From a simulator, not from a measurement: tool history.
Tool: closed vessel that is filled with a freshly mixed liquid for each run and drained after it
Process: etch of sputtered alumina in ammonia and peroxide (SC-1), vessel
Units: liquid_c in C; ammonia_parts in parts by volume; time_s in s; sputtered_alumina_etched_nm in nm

{"run": 1, "hour": 0.0, "liquid_c": 49.0, "ammonia_parts": 0.55, "time_s": 105, "sputtered_alumina_etched_nm": 6.6053}
{"run": 2, "hour": 6.3, "liquid_c": 47.5, "ammonia_parts": 0.55, "time_s": 105, "sputtered_alumina_etched_nm": 6.0899}
{"run": 3, "hour": 7.7, "liquid_c": 46.5, "ammonia_parts": 0.55, "time_s": 105, "sputtered_alumina_etched_nm": 5.7266}
{"run": 4, "hour": 10.5, "liquid_c": 46.5, "ammonia_parts": 0.7, "time_s": 105, "sputtered_alumina_etched_nm": 5.8932}
{"run": 5, "hour": 12.4, "liquid_c": 46.5, "ammonia_parts": 0.7, "time_s": 110, "sputtered_alumina_etched_nm": 6.2004}
{"run": 6, "hour": 19.7, "liquid_c": 45.5, "ammonia_parts": 0.7, "time_s": 110, "sputtered_alumina_etched_nm": 5.848}
{"run": 7, "hour": 27.2, "liquid_c": 44.5, "ammonia_parts": 0.7, "time_s": 110, "sputtered_alumina_etched_nm": 5.479}
{"run": 8, "hour": 33.9, "liquid_c": 44.0, "ammonia_parts": 0.7, "time_s": 110, "sputtered_alumina_etched_nm": 5.3305}
{"run": 9, "hour": 38.5, "liquid_c": 43.5, "ammonia_parts": 0.7, "time_s": 110, "sputtered_alumina_etched_nm": 5.2136}

Run 10 comes next. What will it give?
{"run": 10, "hour": 43.6, "liquid_c": 43.0, "ammonia_parts": 0.7, "time_s": 110, "sputtered_alumina_etched_nm": "?"}

sputtered_alumina_etched_nm: 5.0087 nm

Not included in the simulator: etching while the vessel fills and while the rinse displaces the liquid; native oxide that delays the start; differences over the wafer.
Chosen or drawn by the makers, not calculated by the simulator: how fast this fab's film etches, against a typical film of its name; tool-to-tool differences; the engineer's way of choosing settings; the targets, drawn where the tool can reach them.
